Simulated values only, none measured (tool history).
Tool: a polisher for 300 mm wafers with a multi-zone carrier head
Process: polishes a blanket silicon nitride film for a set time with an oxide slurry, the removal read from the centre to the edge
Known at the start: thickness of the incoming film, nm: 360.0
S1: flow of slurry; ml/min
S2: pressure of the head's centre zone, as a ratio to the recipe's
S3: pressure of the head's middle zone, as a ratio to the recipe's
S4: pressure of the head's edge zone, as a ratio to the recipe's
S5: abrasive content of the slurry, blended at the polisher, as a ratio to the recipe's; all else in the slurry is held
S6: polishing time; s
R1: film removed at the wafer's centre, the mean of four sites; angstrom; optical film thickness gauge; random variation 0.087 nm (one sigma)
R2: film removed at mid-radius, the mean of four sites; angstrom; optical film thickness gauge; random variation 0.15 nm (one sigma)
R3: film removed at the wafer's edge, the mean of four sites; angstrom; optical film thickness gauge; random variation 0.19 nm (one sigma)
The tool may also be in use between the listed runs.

run 1 hour=0.0 | S1=165 S2=1.00 S3=1.00 S4=1.00 S5=1.00 S6=30 | R1=144.020 R2=130.94 R3=133.24
run 2 hour=8.4 | S1=165 S2=1.00 S3=1.09 S4=1.00 S5=1.00 S6=30 | R1=142.890 R2=142.38 R3=134.19
run 3 hour=11.1 | S1=165 S2=1.00 S3=1.13 S4=1.00 S5=1.00 S6=30 | R1=139.710 R2=146.03 R3=132.03
run 4 hour=15.5 | S1=165 S2=1.00 S3=1.13 S4=1.00 S5=1.00 S6=23 | R1=109.340 R2=112.51 R3=101.86
-- hour=24.4 centre zone pressure recalibrated
run 5 hour=24.4 | S1=165 S2=0.92 S3=1.13 S4=1.00 S5=1.00 S6=23 | R1=98.139 R2=111.13 R3=103.36
run 6 hour=29.1 | S1=180 S2=0.92 S3=1.10 S4=1.05 S5=1.05 S6=23 | R1=102.220 R2=111.94 R3=105.31
run 7 hour=35.7 | S1=155 S2=0.91 S3=1.06 S4=1.06 S5=1.20 S6=23 | R1=101.870 R2=113.43 R3=111.72
run 8 hour=44.3 | S1=160 S2=0.91 S3=1.02 S4=1.09 S5=1.30 S6=23 | R1=106.260 R2=111.46 R3=112.88

What does the tool deliver on the next run?
run 9 hour=48.6 | S1=150 S2=0.91 S3=1.00 S4=1.11 S5=1.35 S6=24 | R1=? R2=? R3=?

R1: 111.970 angstrom
R2: 115.42 angstrom
R3: 121.12 angstrom
